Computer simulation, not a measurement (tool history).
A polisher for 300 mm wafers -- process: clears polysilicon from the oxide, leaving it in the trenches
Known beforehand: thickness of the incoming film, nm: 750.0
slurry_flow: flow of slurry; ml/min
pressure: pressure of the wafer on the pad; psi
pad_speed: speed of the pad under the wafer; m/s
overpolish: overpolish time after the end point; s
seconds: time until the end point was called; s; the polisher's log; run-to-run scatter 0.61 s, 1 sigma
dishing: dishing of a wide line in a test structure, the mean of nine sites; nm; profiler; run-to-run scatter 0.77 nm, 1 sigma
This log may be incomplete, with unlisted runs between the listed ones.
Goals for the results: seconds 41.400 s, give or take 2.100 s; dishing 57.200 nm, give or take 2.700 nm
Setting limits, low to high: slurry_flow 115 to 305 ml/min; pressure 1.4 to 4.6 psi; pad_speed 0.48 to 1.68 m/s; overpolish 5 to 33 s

| run | hour | slurry_flow | pressure | pad_speed | overpolish | seconds | dishing |
|---|---|---|---|---|---|---|---|
| 1 | 0.0 | 195 | 3.0 | 1.08 | 17 | 51.852 | 60.646 |
| 2 | 0.5 | 195 | 3.1 | 1.08 | 15 | 51.290 | 59.824 |
| 3 | 1.1 | 170 | 3.1 | 1.08 | 15 | 52.092 | 59.941 |
| 4 | 7.4 | 170 | 3.1 | 1.08 | 12 | 51.842 | 57.664 |
| 5 | 10.8 | 170 | 3.2 | 1.08 | 12 | 50.651 | 59.614 |
| 6 | 19.1 | 205 | 3.2 | 1.08 | 12 | 49.403 | 59.429 |
| 7 | 26.6 | 200 | 3.3 | 1.10 | 11 | 47.459 | 56.945 |
| 8 | 35.3 | 200 | 3.4 | 1.10 | 11 | 46.858 | 57.967 |
| 9 | 42.8 | 200 | 3.5 | 1.10 | 11 | 45.750 | 60.044 |
| 10 | 44.7 | 200 | 3.5 | 1.12 | 10 | 43.562 | 57.984 |

Which single option among these 4 for the next run brings every result within its allowed miss of target? Just one does.
| A | 46.6 | 260 | 3.4 | 1.10 | 11 | ? | ? |
| B | 46.6 | 150 | 3.7 | 1.22 | 21 | ? | ? |
| C | 46.6 | 205 | 3.5 | 1.20 | 9 | ? | ? |
| D | 46.6 | 235 | 3.2 | 1.12 | 10 | ? | ? |

| move | seconds | dishing |
|---|---|---|
| A | 44.656 | 58.402 |
| B | 40.096 | 61.736 |
| C | 41.403 | 57.005 |
| D | 47.128 | 56.700 |
A: further off than the last run
B: meets the target for the result that was furthest off, but another lies outside its allowed miss
C: in spec on every target
D: further off than the last run
The right move is C.

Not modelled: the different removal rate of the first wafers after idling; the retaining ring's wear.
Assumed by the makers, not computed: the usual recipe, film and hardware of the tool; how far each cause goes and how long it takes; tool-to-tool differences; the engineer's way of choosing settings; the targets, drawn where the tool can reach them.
